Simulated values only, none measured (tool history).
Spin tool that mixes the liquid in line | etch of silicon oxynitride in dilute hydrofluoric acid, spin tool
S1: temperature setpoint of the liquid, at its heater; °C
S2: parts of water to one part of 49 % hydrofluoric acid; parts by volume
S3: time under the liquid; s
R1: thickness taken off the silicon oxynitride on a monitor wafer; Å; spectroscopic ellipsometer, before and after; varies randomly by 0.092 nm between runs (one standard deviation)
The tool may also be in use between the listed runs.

| run | hour | S1 | S2 | S3 | R1 |
|---|---|---|---|---|---|
| 1 | 0.0 | 20.0 | 165 | 290 | 20.111 |
| 2 | 8.5 | 20.0 | 190 | 290 | 16.751 |
| 3 | 14.0 | 20.0 | 135 | 290 | 25.386 |
| 4 | 17.3 | 20.0 | 135 | 315 | 27.631 |
| 5 | 21.8 | 21.0 | 130 | 315 | 29.321 |
| 6 | 30.1 | 21.0 | 160 | 315 | 23.900 |

Run 7 comes next. What will it give?
| 7 | 35.1 | 21.5 | 145 | 315 | ? |

Run 7 measured R1 26.279 Å.

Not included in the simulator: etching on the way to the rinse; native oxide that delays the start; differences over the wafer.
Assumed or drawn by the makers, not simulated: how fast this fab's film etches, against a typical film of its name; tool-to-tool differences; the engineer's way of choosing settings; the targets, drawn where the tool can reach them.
